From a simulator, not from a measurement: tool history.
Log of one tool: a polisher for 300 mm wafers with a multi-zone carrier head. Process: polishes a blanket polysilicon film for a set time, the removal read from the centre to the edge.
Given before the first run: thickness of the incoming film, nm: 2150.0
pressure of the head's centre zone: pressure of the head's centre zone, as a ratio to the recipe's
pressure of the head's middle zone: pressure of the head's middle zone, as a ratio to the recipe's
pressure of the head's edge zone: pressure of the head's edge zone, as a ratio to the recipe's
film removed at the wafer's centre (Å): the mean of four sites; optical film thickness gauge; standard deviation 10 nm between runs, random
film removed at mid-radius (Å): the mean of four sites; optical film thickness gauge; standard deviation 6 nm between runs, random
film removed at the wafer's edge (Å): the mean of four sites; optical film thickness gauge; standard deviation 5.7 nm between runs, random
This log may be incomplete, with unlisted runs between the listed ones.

run  hour  flow of slurry (ml/min)  pressure of the head's centre zone  pressure of the head's middle zone  pressure of the head's edge zone  polishing time (s)  film removed at the wafer's centre (Å)  film removed at mid-radius (Å)  film removed at the wafer's edge (Å)
  1     0                      270                                   1                                   1                                 1                  84                                  7265.6                          6807.2                                6893.1
  2   4.5                      270                                   1                                0.92                                 1                  84                                  7101.9                          6322.5                                  6848
  3  10.6                      270                                   1                                0.92                                 1                  74                                  6226.4                            5605                                6083.6
  4  15.9                      270                                   1                                0.92                              0.96                  74                                  6051.7                          5489.2                                5961.1
  5  17.8                      275                                0.99                                0.91                              1.01                  75                                  6283.7                          5676.1                                6171.2
  6  21.8                      275                                0.99                                0.89                              1.05                  76                                  6258.5                          5679.1                                6440.6

Forecast run 7:
  7  29.2                      285                                   1                                0.89                              1.07                  76                                       ?                               ?                                     ?

film removed at the wafer's centre (Å): 6343.2
film removed at mid-radius (Å): 5692.9
film removed at the wafer's edge (Å): 6445.4
